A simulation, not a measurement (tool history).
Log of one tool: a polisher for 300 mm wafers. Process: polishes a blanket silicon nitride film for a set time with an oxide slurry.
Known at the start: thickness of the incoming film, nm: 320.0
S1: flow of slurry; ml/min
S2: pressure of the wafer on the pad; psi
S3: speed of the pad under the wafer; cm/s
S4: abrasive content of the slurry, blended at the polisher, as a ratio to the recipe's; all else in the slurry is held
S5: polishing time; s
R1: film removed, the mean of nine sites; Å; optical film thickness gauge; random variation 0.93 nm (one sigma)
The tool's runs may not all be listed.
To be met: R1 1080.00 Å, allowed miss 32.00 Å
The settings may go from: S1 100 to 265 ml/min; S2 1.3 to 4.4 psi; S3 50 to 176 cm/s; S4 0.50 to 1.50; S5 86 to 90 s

run  hour   S1   S2   S3    S4  S5       R1
  1   0.0  170  2.8  112  1.00  86   496.93
  2   8.1  170  2.8   98  1.00  86   454.46
  3  16.3  175  3.1  104  1.00  86   525.03
  4  19.9  175  3.1  128  1.00  86   614.34
  5  27.2  175  3.1  146  1.00  86   678.30
  6  27.9  180  3.3  146  1.00  86   722.64
  7  34.2  180  3.5  148  1.00  86   796.42
  8  43.2  180  3.6  148  1.00  86   802.10
  9  44.1  210  4.4  152  1.00  86  1024.60
 10  51.2  210  4.4  154  1.00  86  1035.50

5 next moves are on the table. One of them brings every result within its allowed miss. Which?
  A  58.3  190  4.4  170  0.95  86   ?
  B  58.3  225  4.3  150  1.00  87   ?
  C  58.3  210  4.4  174  0.95  88   ?
  D  58.3  210  4.4  160  1.15  88   ?
  E  58.3  225  4.3  146  1.05  89   ?

move       R1
   A  1070.10
   B   997.13
   C  1129.40
   D  1136.70
   E  1017.30
A: meets every target
B: further off than the last run
C: takes the result that was furthest off past its target
D: takes the result that was furthest off past its target
E: further off than the last run
Move A is the one to make.
